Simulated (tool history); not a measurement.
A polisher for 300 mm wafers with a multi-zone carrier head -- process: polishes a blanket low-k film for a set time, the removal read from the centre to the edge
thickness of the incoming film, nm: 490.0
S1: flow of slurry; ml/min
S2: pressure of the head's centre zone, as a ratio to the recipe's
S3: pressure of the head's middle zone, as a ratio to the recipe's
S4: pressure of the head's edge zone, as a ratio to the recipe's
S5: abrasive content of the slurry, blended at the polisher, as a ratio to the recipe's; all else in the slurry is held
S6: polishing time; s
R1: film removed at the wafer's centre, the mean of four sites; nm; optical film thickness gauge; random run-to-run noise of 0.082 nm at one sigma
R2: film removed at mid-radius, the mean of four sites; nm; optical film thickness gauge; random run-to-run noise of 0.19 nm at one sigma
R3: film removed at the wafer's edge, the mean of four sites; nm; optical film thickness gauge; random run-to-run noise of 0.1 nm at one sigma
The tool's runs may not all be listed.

Run 1, hour 0: S1 185 ml/min, S2 1, S3 1, S4 1, S5 1, S6 52 s. Result: R1 13.849 nm, R2 14.06 nm, R3 13.977 nm.
Run 2, hour 0.8: S1 180 ml/min, S2 1, S3 1, S4 0.97, S5 1, S6 52 s. Result: R1 13.613 nm, R2 13.827 nm, R3 13.472 nm.
Run 3, hour 2.6: S1 170 ml/min, S2 1, S3 1, S4 0.95, S5 1, S6 52 s. Result: R1 13.58 nm, R2 13.88 nm, R3 13.243 nm.
Run 4, hour 6.9: S1 165 ml/min, S2 1, S3 0.99, S4 0.94, S5 1, S6 52 s. Result: R1 13.725 nm, R2 13.7 nm, R3 13.222 nm.
Run 5, hour 8.7: S1 160 ml/min, S2 0.99, S3 0.99, S4 0.92, S5 1, S6 52 s. Result: R1 13.313 nm, R2 13.501 nm, R3 13.072 nm.
Run 6, hour 15.3: S1 160 ml/min, S2 0.99, S3 0.99, S4 0.92, S5 1, S6 40 s. Result: R1 10.209 nm, R2 10.604 nm, R3 10.156 nm.
Run 7, hour 22.8: S1 160 ml/min, S2 0.99, S3 0.99, S4 0.92, S5 1, S6 40 s. Result: R1 10.441 nm, R2 10.626 nm, R3 9.828 nm.
Run 8, hour 30.2: S1 175 ml/min, S2 1.01, S3 1.01, S4 0.96, S5 1.05, S6 40 s. Result: R1 11.072 nm, R2 11.276 nm, R3 10.677 nm.
Run 9, hour 34.8: S1 175 ml/min, S2 1.01, S3 1.01, S4 0.96, S5 1.05, S6 40 s. Result: R1 11.008 nm, R2 11.324 nm, R3 10.605 nm.
Run 10, hour 39.2: S1 185 ml/min, S2 1.02, S3 1.02, S4 0.98, S5 1.05, S6 40 s. Result: R1 11.101 nm, R2 11.19 nm, R3 10.698 nm.
Run 11, hour 42.2: S1 190 ml/min, S2 1.03, S3 1.04, S4 1, S5 1.1, S6 40 s. Result: R1 11.581 nm, R2 12.018 nm, R3 11.244 nm.
Run 12, hour 45.2: S1 200 ml/min, S2 1.04, S3 1.05, S4 1.01, S5 1.1, S6 40 s. Result: R1 11.861 nm, R2 11.845 nm, R3 11.318 nm.
Run 13, hour 53.4: S1 205 ml/min, S2 1.04, S3 1.07, S4 1.02, S5 1.1, S6 40 s. Result: R1 11.731 nm, R2 12.61 nm, R3 11.447 nm.
Run 14, hour 61.6: S1 215 ml/min, S2 1.05, S3 1.07, S4 1.03, S5 1.1, S6 40 s. Result: R1 12.233 nm, R2 12.579 nm, R3 11.657 nm.
Run 15, hour 67.8: S1 220 ml/min, S2 1.05, S3 1.07, S4 1.03, S5 1.1, S6 40 s. Result: R1 12.158 nm, R2 12.45 nm, R3 11.609 nm.
Run 16, hour 73.6: S1 225 ml/min, S2 1.05, S3 1.08, S4 1.04, S5 1.1, S6 40 s. Result: R1 12.24 nm, R2 12.234 nm, R3 11.698 nm.
Run 17, hour 79.4: S1 225 ml/min, S2 1.05, S3 1.09, S4 1.05, S5 1.1, S6 40 s. Result: R1 12.162 nm, R2 12.754 nm, R3 11.605 nm.
Run 18, hour 84.3: S1 230 ml/min, S2 1.05, S3 1.09, S4 1.06, S5 1.1, S6 40 s. Result: R1 12.394 nm, R2 12.946 nm, R3 11.851 nm.
Run 19, hour 90.6: S1 235 ml/min, S2 1.05, S3 1.09, S4 1.06, S5 1.1, S6 40 s. Result: R1 12.243 nm, R2 12.761 nm, R3 11.716 nm.

Run 20 is up next; what results do you expect?
Run 20, hour 98.2: S1 235 ml/min, S2 1.05, S3 1.09, S4 1.07, S5 1.1, S6 40 s. Result: R1 ?, R2 ?, R3 ?.

{"run 20": {"R1": 12.305, "R2": 12.98, "R3": 11.844}}
